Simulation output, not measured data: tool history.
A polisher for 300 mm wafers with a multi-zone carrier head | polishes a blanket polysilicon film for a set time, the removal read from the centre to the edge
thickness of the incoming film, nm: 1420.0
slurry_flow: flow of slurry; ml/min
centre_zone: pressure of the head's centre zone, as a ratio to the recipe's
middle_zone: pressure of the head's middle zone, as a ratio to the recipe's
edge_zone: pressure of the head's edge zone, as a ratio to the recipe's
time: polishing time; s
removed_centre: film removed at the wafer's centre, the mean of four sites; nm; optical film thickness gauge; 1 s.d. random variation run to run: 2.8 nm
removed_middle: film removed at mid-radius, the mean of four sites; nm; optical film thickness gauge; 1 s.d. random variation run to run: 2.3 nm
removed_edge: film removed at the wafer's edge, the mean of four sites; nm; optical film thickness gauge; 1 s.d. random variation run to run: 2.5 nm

run	hour	slurry_flow	centre_zone	middle_zone	edge_zone	time	removed_centre	removed_middle	removed_edge
1	0	155	1	1	1	64	457.64	452.43	455.31
2	3.3	155	1	1	1.06	64	457.75	444.01	464.94
3	8.4	170	1	1	1.06	64	450.12	460.02	474.89
4	10.2	165	0.99	1	1.04	61	435.26	438.92	444.22
5	16.2	165	0.99	1	1.04	69	492.92	487.27	503.65
6	21.8	160	0.99	0.99	1.02	65	449.77	459.05	470.34
7	27.2	155	0.99	0.99	1.01	61	414.7	423.1	443.12
8	34.1	155	1	1	1	57	406.21	397.57	403.09

The next listed run, before its measurement:
9	42.2	155	1	1	0.99	54	?	?	?

Run 9 yielded removed_centre 378.7 nm, removed_middle 382.14 nm, removed_edge 380.49 nm.

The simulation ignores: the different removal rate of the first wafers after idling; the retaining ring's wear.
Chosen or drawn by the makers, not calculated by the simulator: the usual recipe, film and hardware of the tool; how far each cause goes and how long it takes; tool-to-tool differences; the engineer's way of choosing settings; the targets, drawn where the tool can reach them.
